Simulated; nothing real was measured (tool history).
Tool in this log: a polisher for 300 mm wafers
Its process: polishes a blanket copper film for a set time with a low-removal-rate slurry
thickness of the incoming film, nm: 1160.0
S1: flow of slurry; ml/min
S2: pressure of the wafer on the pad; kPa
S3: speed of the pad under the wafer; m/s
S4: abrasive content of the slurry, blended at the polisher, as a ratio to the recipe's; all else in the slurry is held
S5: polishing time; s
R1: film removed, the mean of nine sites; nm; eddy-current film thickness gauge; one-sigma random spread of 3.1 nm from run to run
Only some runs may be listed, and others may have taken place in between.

run 1 hour=0 | S1=185 S2=14.5 S3=1.1 S4=1 S5=76 | R1=169.5
run 2 hour=4.2 | S1=215 S2=14.5 S3=1.1 S4=1 S5=76 | R1=171.6
run 3 hour=8.2 | S1=215 S2=15.2 S3=1.1 S4=1 S5=76 | R1=178.96
run 4 hour=16.3 | S1=215 S2=15.2 S3=1.1 S4=1 S5=76 | R1=181.92
run 5 hour=17.6 | S1=215 S2=15.9 S3=1.1 S4=1 S5=76 | R1=188.29
run 6 hour=21.2 | S1=215 S2=16.5 S3=1.1 S4=1 S5=76 | R1=196.7
run 7 hour=25.9 | S1=215 S2=17.2 S3=1.1 S4=1 S5=76 | R1=202.43

Expected results for the next run?
run 8 hour=32.1 | S1=215 S2=17.9 S3=1.1 S4=1 S5=76 | R1=?

Run 8 gave R1 207.5 nm.
